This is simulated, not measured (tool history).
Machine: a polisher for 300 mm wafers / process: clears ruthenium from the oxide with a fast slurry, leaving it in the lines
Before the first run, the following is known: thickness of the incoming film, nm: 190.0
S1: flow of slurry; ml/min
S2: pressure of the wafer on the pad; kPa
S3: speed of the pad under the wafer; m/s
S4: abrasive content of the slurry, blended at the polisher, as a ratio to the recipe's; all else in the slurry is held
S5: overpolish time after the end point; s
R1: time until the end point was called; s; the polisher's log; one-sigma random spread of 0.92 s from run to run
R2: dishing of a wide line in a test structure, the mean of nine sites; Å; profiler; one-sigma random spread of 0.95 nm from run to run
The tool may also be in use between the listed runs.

{"run": 1, "day": 0.0, "S1": 175, "S2": 20.7, "S3": 0.8, "S4": 1, "S5": 19, "R1": 64.901, "R2": 358.56}
{"run": 2, "day": 0.362, "S1": 175, "S2": 20.7, "S3": 0.8, "S4": 1, "S5": 26, "R1": 68.332, "R2": 458.69}
{"run": 3, "day": 0.4, "S1": 175, "S2": 20.7, "S3": 0.6, "S4": 1, "S5": 26, "R1": 88.907, "R2": 353.88}
{"run": 4, "day": 0.492, "S1": 175, "S2": 20.7, "S3": 0.6, "S4": 1, "S5": 31, "R1": 88.907, "R2": 411}
{"run": 5, "day": 0.55, "S1": 175, "S2": 23.4, "S3": 0.6, "S4": 1, "S5": 27, "R1": 80.386, "R2": 404.11}
{"run": 6, "day": 0.721, "S1": 175, "S2": 25.5, "S3": 0.62, "S4": 1, "S5": 23, "R1": 73.087, "R2": 389.05}

For run 7, what comes out?
{"run": 7, "day": 1.092, "S1": 175, "S2": 26.9, "S3": 0.64, "S4": 1, "S5": 20, "R1": "?", "R2": "?"}

R1: 70.083 s
R2: 366.06 Å
